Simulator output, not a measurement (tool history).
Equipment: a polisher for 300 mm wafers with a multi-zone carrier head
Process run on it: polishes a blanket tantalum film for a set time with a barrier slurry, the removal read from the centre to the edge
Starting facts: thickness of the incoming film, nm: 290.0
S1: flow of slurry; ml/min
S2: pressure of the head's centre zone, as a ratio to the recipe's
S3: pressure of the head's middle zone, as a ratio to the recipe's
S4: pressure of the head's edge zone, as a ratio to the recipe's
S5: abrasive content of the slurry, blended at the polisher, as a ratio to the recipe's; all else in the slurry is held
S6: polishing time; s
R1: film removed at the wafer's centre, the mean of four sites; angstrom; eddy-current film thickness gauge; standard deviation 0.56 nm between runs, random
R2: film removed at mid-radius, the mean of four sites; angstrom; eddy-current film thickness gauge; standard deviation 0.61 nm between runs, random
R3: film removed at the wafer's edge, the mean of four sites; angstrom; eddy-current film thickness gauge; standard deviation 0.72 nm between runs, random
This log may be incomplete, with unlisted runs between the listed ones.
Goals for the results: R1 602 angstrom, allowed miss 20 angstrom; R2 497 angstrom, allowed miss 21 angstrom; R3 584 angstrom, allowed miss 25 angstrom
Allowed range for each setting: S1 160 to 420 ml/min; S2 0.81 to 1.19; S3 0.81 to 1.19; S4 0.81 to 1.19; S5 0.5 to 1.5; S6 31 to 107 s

run,hour,S1,S2,S3,S4,S5,S6,R1,R2,R3
1,0,270,1,1,1,1,69,1164.5,1141.2,1142.1
2,7.2,270,1,0.92,1,1,69,1154.2,1054.4,1146.8
3,14.5,270,1,0.92,0.97,1,69,1165.1,1047.8,1117.3
4,22.8,270,1,0.98,0.97,1,69,1164.9,1123.7,1133
5,28.5,270,1,0.98,0.97,1,79,1304.5,1308.2,1282
6,29.2,265,0.97,0.94,0.94,0.85,66,1016,984.99,987.2
7,29.9,260,0.97,0.9,0.95,0.75,57,837.48,749.99,826.01
8,38.8,255,0.96,0.88,0.93,0.7,53,720.33,670.23,737.67
9,45.4,250,0.98,0.86,0.92,0.65,51,695.95,606.52,680.4
10,51,235,0.98,0.85,0.91,0.6,50,646.1,571.12,636.18
11,54.2,220,0.99,0.84,0.92,0.55,50,613.52,527.42,599.65
12,62.4,215,1,0.83,0.93,0.55,50,623.12,521.57,598.29

Next run, 5 choices. One meets every target within its allowed miss, the rest don't. Which?
A,70.6,215,0.99,0.81,1.09,0.55,49,?,?,?
B,70.6,215,0.99,0.81,0.86,0.5,48,?,?,?
C,70.6,245,1.01,0.82,0.96,0.7,42,?,?,?
D,70.6,195,1.11,0.82,0.96,0.5,52,?,?,?
E,70.6,210,1.07,0.82,0.92,0.65,39,?,?,?

move,R1,R2,R3
A,598.52,495.6,624.11
B,549.39,455.06,514.37
C,607.71,497.5,582.72
D,661.18,493.03,580.8
E,566.99,438.49,505.78
A: the worst result of the last run now meets its target, but another is out of spec
B: moves the result that the last run missed by most past its target, out the other side
C: all results in spec
D: the worst result of the last run now meets its target, but another is out of spec
E: moves the result that the last run missed by most past its target, out the other side
The move that meets every target is C.
